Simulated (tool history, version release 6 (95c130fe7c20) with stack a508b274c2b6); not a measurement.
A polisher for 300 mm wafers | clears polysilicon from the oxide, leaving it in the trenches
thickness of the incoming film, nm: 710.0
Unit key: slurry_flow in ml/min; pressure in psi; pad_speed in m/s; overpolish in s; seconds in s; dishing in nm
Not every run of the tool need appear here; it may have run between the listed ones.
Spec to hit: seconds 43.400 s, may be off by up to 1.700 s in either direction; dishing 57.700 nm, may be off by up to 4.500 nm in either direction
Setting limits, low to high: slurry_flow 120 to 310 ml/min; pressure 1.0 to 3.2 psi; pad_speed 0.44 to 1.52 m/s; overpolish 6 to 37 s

{"run": 1, "hour": 0.0, "slurry_flow": 200, "pressure": 2.1, "pad_speed": 0.98, "overpolish": 19, "seconds": 81.796, "dishing": 55.639}
{"run": 2, "hour": 4.9, "slurry_flow": 200, "pressure": 2.4, "pad_speed": 1.02, "overpolish": 17, "seconds": 70.567, "dishing": 54.059}
{"run": 3, "hour": 7.4, "slurry_flow": 200, "pressure": 2.4, "pad_speed": 0.88, "overpolish": 17, "seconds": 80.314, "dishing": 52.817}
{"run": 4, "hour": 14.2, "slurry_flow": 200, "pressure": 1.9, "pad_speed": 0.88, "overpolish": 17, "seconds": 99.403, "dishing": 49.558}
{"run": 5, "hour": 20.1, "slurry_flow": 200, "pressure": 1.9, "pad_speed": 0.74, "overpolish": 17, "seconds": 117.9, "dishing": 46.876}
{"run": 6, "hour": 22.7, "slurry_flow": 160, "pressure": 1.9, "pad_speed": 0.74, "overpolish": 17, "seconds": 124.28, "dishing": 46.37}
{"run": 7, "hour": 26.3, "slurry_flow": 185, "pressure": 2.3, "pad_speed": 0.84, "overpolish": 15, "seconds": 89.267, "dishing": 49.181}
{"run": 8, "hour": 32.4, "slurry_flow": 200, "pressure": 2.6, "pad_speed": 0.9, "overpolish": 14, "seconds": 72.705, "dishing": 54.144}
{"run": 9, "hour": 41.1, "slurry_flow": 190, "pressure": 2.8, "pad_speed": 0.98, "overpolish": 12, "seconds": 62.699, "dishing": 51.603}
{"run": 10, "hour": 45.6, "slurry_flow": 190, "pressure": 2.8, "pad_speed": 0.98, "overpolish": 12, "seconds": 62.643, "dishing": 52.799}
{"run": 11, "hour": 53.9, "slurry_flow": 205, "pressure": 2.9, "pad_speed": 1.02, "overpolish": 11, "seconds": 57.62, "dishing": 53.377}

Exactly one of the 4 candidate moves below puts every result within its allowed miss. Which one?
{"run": "A", "hour": 62.2, "slurry_flow": 180, "pressure": 3.2, "pad_speed": 1.16, "overpolish": 6, "seconds": "?", "dishing": "?"}
{"run": "B", "hour": 62.2, "slurry_flow": 300, "pressure": 2.4, "pad_speed": 0.74, "overpolish": 37, "seconds": "?", "dishing": "?"}
{"run": "C", "hour": 62.2, "slurry_flow": 180, "pressure": 3.2, "pad_speed": 1.24, "overpolish": 16, "seconds": "?", "dishing": "?"}
{"run": "D", "hour": 62.2, "slurry_flow": 220, "pressure": 2.3, "pad_speed": 0.74, "overpolish": 24, "seconds": "?", "dishing": "?"}

move=A seconds=46.827 dishing=45.325
move=B seconds=90.841 dishing=57.442
move=C seconds=43.878 dishing=57.143
move=D seconds=97.570 dishing=54.809
A: nearer than the last run, and not there yet
B: misses by more than the last run did
C: every result lands within tolerance
D: misses by more than the last run did
So the answer is move C, the one that meets all the targets.

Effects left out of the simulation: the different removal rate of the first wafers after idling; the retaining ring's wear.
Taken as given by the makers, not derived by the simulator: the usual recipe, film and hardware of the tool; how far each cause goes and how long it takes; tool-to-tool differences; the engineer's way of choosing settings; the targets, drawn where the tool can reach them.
